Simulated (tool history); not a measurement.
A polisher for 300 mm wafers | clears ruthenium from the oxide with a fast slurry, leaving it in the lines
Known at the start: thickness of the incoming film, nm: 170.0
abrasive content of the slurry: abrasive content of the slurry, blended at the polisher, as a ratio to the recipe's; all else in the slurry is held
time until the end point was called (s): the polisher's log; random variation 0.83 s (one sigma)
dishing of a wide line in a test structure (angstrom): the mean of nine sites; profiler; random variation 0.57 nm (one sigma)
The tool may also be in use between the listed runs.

| run | hour | flow of slurry (ml/min) | pressure of the wafer on the pad (psi) | speed of the pad under the wafer (m/s) | abrasive content of the slurry | overpolish time after the end point (s) | time until the end point was called (s) | dishing of a wide line in a test structure (angstrom) |
|---|---|---|---|---|---|---|---|---|
| 1 | 0.0 | 160 | 1.8 | 1.02 | 1.00 | 15 | 56.150 | 424.08 |
| 2 | 4.2 | 155 | 1.7 | 1.02 | 1.00 | 16 | 59.426 | 428.33 |
| 3 | 10.3 | 155 | 1.7 | 1.02 | 1.00 | 11 | 59.577 | 298.65 |
| 4 | 18.5 | 155 | 1.7 | 1.02 | 1.10 | 11 | 55.479 | 311.36 |
| 5 | 22.1 | 140 | 1.7 | 1.02 | 1.10 | 11 | 57.076 | 307.56 |
| 6 | 27.7 | 140 | 1.7 | 1.24 | 1.10 | 11 | 50.460 | 347.60 |
| 7 | 32.9 | 135 | 1.6 | 1.24 | 1.05 | 13 | 55.651 | 376.21 |
| 8 | 37.5 | 130 | 1.5 | 1.24 | 1.00 | 14 | 60.943 | 369.94 |
| 9 | 42.5 | 125 | 1.5 | 1.24 | 1.00 | 15 | 59.973 | 406.92 |
| 10 | 45.2 | 120 | 1.4 | 1.24 | 1.00 | 16 | 64.921 | 399.45 |
| 11 | 48.9 | 115 | 1.4 | 1.24 | 1.00 | 17 | 65.868 | 420.48 |

The next listed run, before its measurement:
| 12 | 56.8 | 110 | 1.4 | 1.24 | 1.00 | 18 | ? | ? |

time until the end point was called (s): 63.721
dishing of a wide line in a test structure (angstrom): 431.56
